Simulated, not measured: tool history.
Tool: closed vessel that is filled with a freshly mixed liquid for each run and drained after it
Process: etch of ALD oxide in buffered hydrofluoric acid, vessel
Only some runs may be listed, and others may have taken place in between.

run,hour,temperature setpoint of the liquid (C),parts of 40 % ammonium fluoride to one part of 49 % hydrofluoric acid (parts by volume),time in the liquid (s),thickness taken off the ALD oxide on a monitor wafer (Å)
1,0.0,21.0,22.5,30,233.64
2,8.9,19.5,22.5,30,213.07
3,13.9,21.0,22.5,30,227.51
4,22.0,21.0,17.5,30,276.56
5,29.3,23.5,14.5,30,382.07
6,37.1,23.5,14.5,30,381.74
7,45.0,27.5,9.0,30,751.30
# hour 47.7: hydrofluoric acid flow meter replaced
8,47.7,27.0,9.0,30,786.58

Run 9 has not been measured yet. What should we expect?
9,50.7,27.0,9.0,30,?

thickness taken off the ALD oxide on a monitor wafer (Å): 794.02
